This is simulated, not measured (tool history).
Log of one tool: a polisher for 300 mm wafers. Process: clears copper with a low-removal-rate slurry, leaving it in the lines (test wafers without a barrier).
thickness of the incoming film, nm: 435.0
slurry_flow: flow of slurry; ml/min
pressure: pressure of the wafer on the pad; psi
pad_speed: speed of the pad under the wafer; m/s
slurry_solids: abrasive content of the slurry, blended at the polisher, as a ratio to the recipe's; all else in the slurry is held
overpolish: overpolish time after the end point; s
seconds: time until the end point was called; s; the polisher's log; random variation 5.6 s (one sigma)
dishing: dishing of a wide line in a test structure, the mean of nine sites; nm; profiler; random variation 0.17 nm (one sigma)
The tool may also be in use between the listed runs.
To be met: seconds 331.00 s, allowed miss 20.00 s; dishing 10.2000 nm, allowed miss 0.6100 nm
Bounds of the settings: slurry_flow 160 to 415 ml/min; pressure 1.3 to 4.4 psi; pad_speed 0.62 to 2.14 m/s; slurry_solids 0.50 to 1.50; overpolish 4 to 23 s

{"run": 1, "hour": 0.0, "slurry_flow": 265, "pressure": 2.8, "pad_speed": 1.38, "slurry_solids": 1.0, "overpolish": 12, "seconds": 139.39, "dishing": 26.777}
{"run": 2, "hour": 2.6, "slurry_flow": 235, "pressure": 2.8, "pad_speed": 1.38, "slurry_solids": 1.0, "overpolish": 12, "seconds": 140.87, "dishing": 27.09}
{"run": 3, "hour": 6.3, "slurry_flow": 235, "pressure": 2.6, "pad_speed": 1.26, "slurry_solids": 1.0, "overpolish": 11, "seconds": 163.21, "dishing": 21.278}
{"run": 4, "hour": 11.1, "slurry_flow": 235, "pressure": 2.6, "pad_speed": 1.26, "slurry_solids": 1.0, "overpolish": 13, "seconds": 159.8, "dishing": 25.463}
{"run": 5, "hour": 13.2, "slurry_flow": 235, "pressure": 2.4, "pad_speed": 1.14, "slurry_solids": 1.0, "overpolish": 12, "seconds": 193.21, "dishing": 19.609}
{"run": 6, "hour": 18.4, "slurry_flow": 235, "pressure": 2.4, "pad_speed": 1.14, "slurry_solids": 1.0, "overpolish": 16, "seconds": 191.35, "dishing": 24.268}
{"run": 7, "hour": 25.8, "slurry_flow": 235, "pressure": 2.3, "pad_speed": 1.06, "slurry_solids": 1.0, "overpolish": 15, "seconds": 220.32, "dishing": 21.503}
{"run": 8, "hour": 32.8, "slurry_flow": 235, "pressure": 2.2, "pad_speed": 1.02, "slurry_solids": 1.0, "overpolish": 14, "seconds": 229.76, "dishing": 18.796}
{"run": 9, "hour": 35.7, "slurry_flow": 235, "pressure": 2.1, "pad_speed": 0.98, "slurry_solids": 1.0, "overpolish": 13, "seconds": 253.19, "dishing": 16.6}
{"run": 10, "hour": 39.9, "slurry_flow": 235, "pressure": 2.0, "pad_speed": 0.96, "slurry_solids": 1.0, "overpolish": 12, "seconds": 272.06, "dishing": 14.475}
{"run": 11, "hour": 48.3, "slurry_flow": 235, "pressure": 1.9, "pad_speed": 0.96, "slurry_solids": 1.0, "overpolish": 11, "seconds": 286.34, "dishing": 12.564}
{"run": 12, "hour": 52.0, "slurry_flow": 235, "pressure": 1.9, "pad_speed": 0.96, "slurry_solids": 1.0, "overpolish": 11, "seconds": 287.86, "dishing": 12.224}
{"run": 13, "hour": 52.9, "slurry_flow": 235, "pressure": 1.8, "pad_speed": 0.96, "slurry_solids": 1.0, "overpolish": 11, "seconds": 296.43, "dishing": 11.954}
{"run": 14, "hour": 55.0, "slurry_flow": 235, "pressure": 1.7, "pad_speed": 0.96, "slurry_solids": 1.0, "overpolish": 11, "seconds": 320.65, "dishing": 11.644}
{"run": 15, "hour": 63.6, "slurry_flow": 235, "pressure": 1.6, "pad_speed": 0.94, "slurry_solids": 1.0, "overpolish": 9, "seconds": 345.45, "dishing": 8.8719}

Which of these 4 next moves meets every target?
{"run": "A", "hour": 72.2, "slurry_flow": 255, "pressure": 1.7, "pad_speed": 0.86, "slurry_solids": 1.2, "overpolish": 10, "seconds": "?", "dishing": "?"}
{"run": "B", "hour": 72.2, "slurry_flow": 255, "pressure": 2.0, "pad_speed": 0.82, "slurry_solids": 0.8, "overpolish": 12, "seconds": "?", "dishing": "?"}
{"run": "C", "hour": 72.2, "slurry_flow": 275, "pressure": 1.8, "pad_speed": 0.86, "slurry_solids": 1.0, "overpolish": 12, "seconds": "?", "dishing": "?"}
{"run": "D", "hour": 72.2, "slurry_flow": 270, "pressure": 1.7, "pad_speed": 0.82, "slurry_solids": 0.95, "overpolish": 11, "seconds": "?", "dishing": "?"}

move=A seconds=330.89 dishing=10.5020
move=B seconds=328.00 dishing=12.5760
move=C seconds=325.81 dishing=12.6300
move=D seconds=365.18 dishing=10.4690
A: meets every target
B: takes the result that was furthest off past its target
C: takes the result that was furthest off past its target
D: brings the result that was furthest off to its target, and leaves another outside
Answer: A
